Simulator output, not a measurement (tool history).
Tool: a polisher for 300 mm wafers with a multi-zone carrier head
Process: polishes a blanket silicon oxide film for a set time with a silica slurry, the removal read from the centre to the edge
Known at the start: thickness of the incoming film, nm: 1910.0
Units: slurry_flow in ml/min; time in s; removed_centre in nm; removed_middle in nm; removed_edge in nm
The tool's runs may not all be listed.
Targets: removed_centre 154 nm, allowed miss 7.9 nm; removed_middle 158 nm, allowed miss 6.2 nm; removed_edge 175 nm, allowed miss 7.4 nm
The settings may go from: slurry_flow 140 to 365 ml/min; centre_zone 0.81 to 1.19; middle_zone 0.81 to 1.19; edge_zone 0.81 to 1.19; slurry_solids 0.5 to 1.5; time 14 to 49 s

run,hour,slurry_flow,centre_zone,middle_zone,edge_zone,slurry_solids,time,removed_centre,removed_middle,removed_edge
1,0,235,1,1,1,1,31,122.45,114.99,119.57
2,1.1,235,0.98,1,1.04,1.15,32,134.75,130.76,138.09
3,3.2,235,1.04,1,1.04,1.15,32,140.22,131.19,135.71
4,8.8,235,1.04,0.92,1.04,1.15,32,136.93,122.42,136.99
5,10.6,235,1.04,0.92,0.99,1.15,32,139.56,121.9,131.71
6,11.9,235,1.04,0.92,1.05,1.15,32,134.6,121.94,138.64
7,15.5,240,1.03,0.95,1.09,1.25,32,149.92,131.72,144.46
8,24.2,220,0.97,0.96,1.1,1.3,33,141.55,137.43,151.75
9,27.8,230,0.95,0.97,1.13,1.35,33,142.7,142.9,155.91
10,32.8,230,0.94,0.97,1.15,1.4,33,142.89,144.24,163.82
11,35.5,240,0.94,0.99,1.16,1.4,33,142.05,146.28,164.11
12,38.6,245,0.95,1,1.17,1.45,33,150.35,151.22,169.2

4 next moves are on the table. One of them brings every result within its allowed miss. Which?
A,41.7,225,0.98,1.07,1.16,1.5,31,?,?,?
B,41.7,235,1,0.99,1.19,1.4,32,?,?,?
C,41.7,245,0.99,0.98,1.11,1.5,32,?,?,?
D,41.7,205,0.96,1.01,1.18,1.4,35,?,?,?

move,removed_centre,removed_middle,removed_edge
A,139.93,151.34,160.16
B,143.78,142.65,163.45
C,147.01,146.06,162.69
D,148.97,156.86,176.38
A: further off than the last run
B: further off than the last run
C: further off than the last run
D: meets every target
Move D is the one to make.

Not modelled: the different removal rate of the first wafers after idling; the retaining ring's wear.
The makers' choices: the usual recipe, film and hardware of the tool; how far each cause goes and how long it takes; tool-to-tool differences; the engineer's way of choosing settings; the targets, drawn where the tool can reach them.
